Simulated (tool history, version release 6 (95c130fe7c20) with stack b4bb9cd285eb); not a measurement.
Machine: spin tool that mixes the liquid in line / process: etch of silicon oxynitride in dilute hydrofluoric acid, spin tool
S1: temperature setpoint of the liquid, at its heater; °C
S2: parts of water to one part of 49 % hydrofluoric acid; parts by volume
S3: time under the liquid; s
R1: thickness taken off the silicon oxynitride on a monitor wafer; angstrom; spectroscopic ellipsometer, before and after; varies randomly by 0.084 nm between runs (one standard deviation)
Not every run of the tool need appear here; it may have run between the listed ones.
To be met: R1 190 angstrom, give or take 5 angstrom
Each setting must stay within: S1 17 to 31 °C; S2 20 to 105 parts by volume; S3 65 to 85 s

run	hour	S1	S2	S3	R1
1	0	23	55	85	75.967
2	4.1	21	55	85	69.248
3	5.4	23.5	45	85	96.798
4	11.6	25.5	40	85	121.31
5	13.3	25.5	40	85	120.14
# hour 14.6: hydrofluoric acid flow meter replaced
6	14.6	25.5	55	85	77.815
7	21.6	29.5	30	85	177.43
8	29.5	30	30	85	183.05

Exactly one of the 4 candidate moves below puts every result within its allowed miss. Which one?
A	37.4	29	25	70	?
B	37.4	31	25	70	?
C	37.4	31	30	80	?
D	37.4	27	25	80	?

move	R1
A	171.13
B	188.22
C	178.49
D	177.59
A: lands further from the targets than the last run did
B: all results land within tolerance of their targets
C: lands further from the targets than the last run did
D: lands further from the targets than the last run did
Answer: B

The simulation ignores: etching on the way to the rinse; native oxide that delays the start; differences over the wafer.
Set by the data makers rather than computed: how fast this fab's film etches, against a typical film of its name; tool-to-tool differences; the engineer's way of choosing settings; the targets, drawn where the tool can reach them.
